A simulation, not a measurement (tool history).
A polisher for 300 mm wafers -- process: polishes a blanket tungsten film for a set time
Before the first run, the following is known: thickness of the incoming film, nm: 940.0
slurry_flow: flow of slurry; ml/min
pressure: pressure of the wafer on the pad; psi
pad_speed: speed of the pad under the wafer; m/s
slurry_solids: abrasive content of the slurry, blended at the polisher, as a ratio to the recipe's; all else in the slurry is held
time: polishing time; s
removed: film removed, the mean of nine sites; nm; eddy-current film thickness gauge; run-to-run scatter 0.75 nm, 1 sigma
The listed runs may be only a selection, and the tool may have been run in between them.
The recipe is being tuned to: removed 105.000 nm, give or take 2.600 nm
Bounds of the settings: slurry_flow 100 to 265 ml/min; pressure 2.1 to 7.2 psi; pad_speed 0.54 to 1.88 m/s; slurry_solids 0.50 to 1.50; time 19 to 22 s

Run 1, hour 0.0: slurry_flow 170 ml/min, pressure 4.6 psi, pad_speed 1.20 m/s, slurry_solids 1.00, time 22 s. Result: removed 119.700 nm.
Run 2, hour 8.2: slurry_flow 170 ml/min, pressure 4.6 psi, pad_speed 1.20 m/s, slurry_solids 1.10, time 22 s. Result: removed 121.330 nm.
Run 3, hour 13.0: slurry_flow 170 ml/min, pressure 4.6 psi, pad_speed 0.98 m/s, slurry_solids 1.10, time 22 s. Result: removed 99.915 nm.
Run 4, hour 13.7: slurry_flow 185 ml/min, pressure 4.6 psi, pad_speed 0.98 m/s, slurry_solids 1.10, time 22 s. Result: removed 102.230 nm.
Run 5, hour 18.1: slurry_flow 185 ml/min, pressure 4.6 psi, pad_speed 1.10 m/s, slurry_solids 1.10, time 22 s. Result: removed 111.850 nm.
Run 6, hour 25.7: slurry_flow 185 ml/min, pressure 4.5 psi, pad_speed 1.10 m/s, slurry_solids 1.10, time 22 s. Result: removed 111.320 nm.
Run 7, hour 32.6: slurry_flow 175 ml/min, pressure 4.5 psi, pad_speed 1.10 m/s, slurry_solids 1.10, time 22 s. Result: removed 110.890 nm.
Run 8, hour 35.0: slurry_flow 170 ml/min, pressure 4.4 psi, pad_speed 1.10 m/s, slurry_solids 1.10, time 22 s. Result: removed 108.210 nm.

Which single option among these 4 for the next run brings every result within its allowed miss of target? Just one does.
Run A, hour 37.4: slurry_flow 230 ml/min, pressure 3.8 psi, pad_speed 1.06 m/s, slurry_solids 1.35, time 22 s. Result: removed ?.
Run B, hour 37.4: slurry_flow 170 ml/min, pressure 4.4 psi, pad_speed 1.12 m/s, slurry_solids 1.20, time 22 s. Result: removed ?.
Run C, hour 37.4: slurry_flow 195 ml/min, pressure 4.2 psi, pad_speed 1.16 m/s, slurry_solids 1.05, time 22 s. Result: removed ?.
Run D, hour 37.4: slurry_flow 170 ml/min, pressure 4.8 psi, pad_speed 1.04 m/s, slurry_solids 1.10, time 22 s. Result: removed ?.

move  removed
   A  103.280
   B  112.050
   C  110.410
   D  108.550
A: all results in spec
B: the biggest miss grows against the last run
C: the biggest miss grows against the last run
D: the biggest miss grows against the last run
So the answer is move A, the one that meets all the targets.

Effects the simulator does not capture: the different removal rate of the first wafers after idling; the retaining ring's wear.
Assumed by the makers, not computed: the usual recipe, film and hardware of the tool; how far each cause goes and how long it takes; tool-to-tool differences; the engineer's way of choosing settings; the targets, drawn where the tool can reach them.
